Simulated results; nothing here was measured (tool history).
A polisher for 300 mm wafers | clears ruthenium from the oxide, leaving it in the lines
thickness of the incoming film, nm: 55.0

run,day,flow of slurry (ml/min),pressure of the wafer on the pad (kPa),speed of the pad under the wafer (m/s),overpolish time after the end point (s),time until the end point was called (s)
1,0,125,10.3,0.78,6,76.349
2,0.296,125,10.3,0.78,6,76.603
3,0.454,125,10.3,0.78,5,78.431
4,0.488,115,9,0.78,5,90.259
5,0.621,85,9,0.78,5,95.674
6,0.979,85,8.3,0.78,5,105.41
7,1.296,85,7.6,0.78,5,112.49
8,1.55,80,6.2,0.78,5,140.06
9,1.671,85,6.2,0.78,5,137.18

Forecast run 10:
10,1.812,85,6.2,0.78,5,?

Run 10 gave time until the end point was called (s) 137.88.
